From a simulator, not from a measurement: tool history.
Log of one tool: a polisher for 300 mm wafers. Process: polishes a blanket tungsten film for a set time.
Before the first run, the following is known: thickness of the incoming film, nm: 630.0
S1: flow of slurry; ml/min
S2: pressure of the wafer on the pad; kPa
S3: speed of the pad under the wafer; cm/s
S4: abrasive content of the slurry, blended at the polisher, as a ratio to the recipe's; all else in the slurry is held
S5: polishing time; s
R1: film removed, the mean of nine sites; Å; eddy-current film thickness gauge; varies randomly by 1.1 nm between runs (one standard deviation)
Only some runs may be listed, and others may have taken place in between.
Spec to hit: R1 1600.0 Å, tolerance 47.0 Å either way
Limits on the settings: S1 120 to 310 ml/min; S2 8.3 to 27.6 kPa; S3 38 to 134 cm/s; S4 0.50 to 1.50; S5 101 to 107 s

run	hour	S1	S2	S3	S4	S5	R1
1	0.0	200	17.9	86	1.00	101	2714.1
2	3.1	200	17.9	68	1.00	101	2255.5
3	8.2	200	17.9	50	1.00	101	1775.2
4	12.6	165	17.9	50	1.00	101	1728.1
5	19.2	165	17.9	70	1.00	101	2254.0
6	22.4	165	17.9	62	1.00	101	2048.1
7	26.7	165	16.5	62	1.00	101	1872.7
# hour 28.6: head pressure recalibrated
8	28.6	165	15.9	62	1.00	101	1908.7
9	33.8	165	14.5	62	1.00	101	1730.4
10	41.9	165	13.8	62	1.00	101	1669.9

Exercise: of the 5 proposed moves below, exactly one satisfies all targets within the stated allowed misses. Which move is it?
A	50.0	185	10.3	78	1.10	101	?
B	50.0	140	13.1	62	0.75	106	?
C	50.0	135	13.8	70	1.00	106	?
D	50.0	125	12.4	64	1.10	102	?
E	50.0	200	14.5	48	1.00	101	?

move	R1
A	1588.9
B	1492.3
C	1843.5
D	1498.1
E	1467.5
A: all results land within tolerance of their targets
B: takes the biggest miss from the last run beyond its target
C: the biggest miss grows against the last run
D: takes the biggest miss from the last run beyond its target
E: takes the biggest miss from the last run beyond its target
Go with A: it meets all targets.

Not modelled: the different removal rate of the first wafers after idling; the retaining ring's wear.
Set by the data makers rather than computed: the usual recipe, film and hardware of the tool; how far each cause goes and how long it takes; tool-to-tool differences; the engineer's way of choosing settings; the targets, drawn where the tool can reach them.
